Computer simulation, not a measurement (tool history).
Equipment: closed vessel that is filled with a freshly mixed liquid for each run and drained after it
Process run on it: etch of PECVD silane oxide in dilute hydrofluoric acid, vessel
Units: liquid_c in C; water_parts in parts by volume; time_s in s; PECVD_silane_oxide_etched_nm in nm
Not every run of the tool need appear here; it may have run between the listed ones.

run,hour,liquid_c,water_parts,time_s,PECVD_silane_oxide_etched_nm
1,0,21,135,85,13.586
2,2,23,115,85,17.62
3,6.9,24.5,100,85,21.868
4,12.9,21.5,100,85,19.352
5,19.1,23,90,85,23.192
6,26.4,23,90,90,24.582
7,35.2,24.5,85,90,27.827

Estimate the outcome of run 8 from the log above:
8,37.5,25.5,80,90,?

PECVD_silane_oxide_etched_nm: 30.78 nm

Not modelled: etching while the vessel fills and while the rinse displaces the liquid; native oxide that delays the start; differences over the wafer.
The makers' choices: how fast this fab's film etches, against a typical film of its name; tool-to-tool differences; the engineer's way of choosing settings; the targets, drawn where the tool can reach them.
